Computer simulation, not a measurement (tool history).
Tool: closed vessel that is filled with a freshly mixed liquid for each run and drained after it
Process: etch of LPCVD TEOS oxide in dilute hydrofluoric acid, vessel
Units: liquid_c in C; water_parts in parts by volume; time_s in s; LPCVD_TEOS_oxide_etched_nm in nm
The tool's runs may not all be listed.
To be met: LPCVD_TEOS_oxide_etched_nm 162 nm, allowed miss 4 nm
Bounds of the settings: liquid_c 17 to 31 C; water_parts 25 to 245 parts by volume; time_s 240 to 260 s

run  hour  liquid_c  water_parts  time_s  LPCVD_TEOS_oxide_etched_nm
  1     0        23          135     240                       61.68
  2   4.2        20          135     240                      55.588
  3  10.8        23          110     240                       78.98
  4  17.6      24.5          110     240                        83.1
  5    22      24.5           70     240                      136.08
  6  26.9        26           70     240                      145.79
  7  29.1      26.5           70     240                      147.27
  8  31.7        27           70     240                      150.92

4 next moves are on the table. One of them brings every result within its allowed miss. Which?
  A  34.3      23.5           65     260                           ?
  B  34.3      28.5           75     240                           ?
  C  34.3      25.5           70     255                           ?
  D  34.3      28.5           75     260                           ?

move  LPCVD_TEOS_oxide_etched_nm
   A                      155.37
   B                      149.66
   C                      152.41
   D                      162.13
A: nearer than the last run, and not there yet
B: further off than the last run
C: nearer than the last run, and not there yet
D: meets every target
The right move is D.
